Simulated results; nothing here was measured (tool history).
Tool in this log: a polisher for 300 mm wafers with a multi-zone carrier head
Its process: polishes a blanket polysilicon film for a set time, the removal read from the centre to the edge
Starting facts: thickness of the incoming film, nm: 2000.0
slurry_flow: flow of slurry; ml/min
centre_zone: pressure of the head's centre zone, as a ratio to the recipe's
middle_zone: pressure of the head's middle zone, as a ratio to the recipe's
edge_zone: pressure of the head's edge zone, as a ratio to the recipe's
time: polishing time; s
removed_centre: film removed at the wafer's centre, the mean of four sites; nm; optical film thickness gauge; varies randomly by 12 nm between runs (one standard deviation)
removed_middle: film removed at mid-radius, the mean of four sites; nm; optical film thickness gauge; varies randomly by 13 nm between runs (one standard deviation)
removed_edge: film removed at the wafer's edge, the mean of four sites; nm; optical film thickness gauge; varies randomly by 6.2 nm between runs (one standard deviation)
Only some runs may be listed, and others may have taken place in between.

run	hour	slurry_flow	centre_zone	middle_zone	edge_zone	time	removed_centre	removed_middle	removed_edge
1	0.0	250	1.00	1.00	1.00	68	721.17	725.41	701.13
2	5.7	265	1.04	0.99	1.04	73	795.87	754.31	768.17
3	7.0	240	1.04	0.99	1.04	73	795.24	760.86	750.89
4	10.2	265	1.07	0.99	1.06	77	866.05	814.12	806.57
5	12.0	280	1.09	0.97	1.09	81	938.14	842.49	865.71
6	19.0	295	1.11	0.96	1.11	83	979.82	866.82	893.54
7	24.8	300	1.12	0.95	1.13	85	1008.60	898.56	930.48

What does the tool deliver on the next run?
8	33.8	300	1.12	0.95	1.13	85	?	?	?

removed_centre: 1022.90 nm
removed_middle: 894.36 nm
removed_edge: 936.37 nm
